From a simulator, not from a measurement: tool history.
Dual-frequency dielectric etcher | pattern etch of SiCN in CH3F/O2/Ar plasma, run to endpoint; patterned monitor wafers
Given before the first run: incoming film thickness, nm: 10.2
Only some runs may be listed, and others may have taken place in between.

run 1 hour=0 | source_power_(W)=530 bias_power_(W)=71 | endpoint_time_(s)=23.727
run 2 hour=7.2 | source_power_(W)=510 bias_power_(W)=71 | endpoint_time_(s)=24.018
run 3 hour=12.2 | source_power_(W)=510 bias_power_(W)=60 | endpoint_time_(s)=25.086
run 4 hour=16.2 | source_power_(W)=500 bias_power_(W)=60 | endpoint_time_(s)=25.005
run 5 hour=22.8 | source_power_(W)=490 bias_power_(W)=60 | endpoint_time_(s)=25.107
run 6 hour=31.1 | source_power_(W)=490 bias_power_(W)=72 | endpoint_time_(s)=24.344
run 7 hour=31.9 | source_power_(W)=470 bias_power_(W)=72 | endpoint_time_(s)=24.639

Run 8 is up next; what results do you expect?
-- hour=34 source power generator calibrated
run 8 hour=34 | source_power_(W)=450 bias_power_(W)=72 | endpoint_time_(s)=?

endpoint time (s): 25.018

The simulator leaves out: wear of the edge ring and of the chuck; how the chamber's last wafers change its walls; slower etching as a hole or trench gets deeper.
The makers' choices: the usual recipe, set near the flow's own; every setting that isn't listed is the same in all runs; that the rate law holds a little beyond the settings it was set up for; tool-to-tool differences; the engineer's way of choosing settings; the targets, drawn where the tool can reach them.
